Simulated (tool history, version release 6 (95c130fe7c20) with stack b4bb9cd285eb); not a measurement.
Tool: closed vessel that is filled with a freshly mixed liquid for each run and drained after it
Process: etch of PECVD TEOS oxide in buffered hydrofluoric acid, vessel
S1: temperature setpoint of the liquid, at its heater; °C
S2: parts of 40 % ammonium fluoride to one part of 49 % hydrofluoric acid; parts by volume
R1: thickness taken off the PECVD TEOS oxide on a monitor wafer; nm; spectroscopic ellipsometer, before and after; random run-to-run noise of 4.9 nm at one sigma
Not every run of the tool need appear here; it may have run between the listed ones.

{"run": 1, "hour": 0.0, "S1": 25, "S2": 9.5, "time in the liquid (s)": 90, "R1": 273.79}
{"run": 2, "hour": 9.0, "S1": 25, "S2": 9.5, "time in the liquid (s)": 95, "R1": 294.17}
{"run": 3, "hour": 14.3, "S1": 27, "S2": 8, "time in the liquid (s)": 95, "R1": 381.24}
{"run": 4, "hour": 15.6, "S1": 28.5, "S2": 7, "time in the liquid (s)": 95, "R1": 478.3}
{"run": 5, "hour": 24.5, "S1": 26, "S2": 7, "time in the liquid (s)": 95, "R1": 423.33}
{"run": 6, "hour": 26.6, "S1": 26, "S2": 9, "time in the liquid (s)": 95, "R1": 318.76}
{"run": 7, "hour": 33.4, "S1": 27.5, "S2": 8, "time in the liquid (s)": 95, "R1": 389.6}
{"run": 8, "hour": 41.1, "S1": 29, "S2": 7, "time in the liquid (s)": 95, "R1": 488.07}
{"run": 9, "hour": 42.0, "S1": 30, "S2": 6.5, "time in the liquid (s)": 95, "R1": 555.7}

Run 10 has not been measured yet. What should we expect?
{"run": 10, "hour": 45.1, "S1": 30.5, "S2": 6.5, "time in the liquid (s)": 95, "R1": "?"}

R1: 564.33 nm
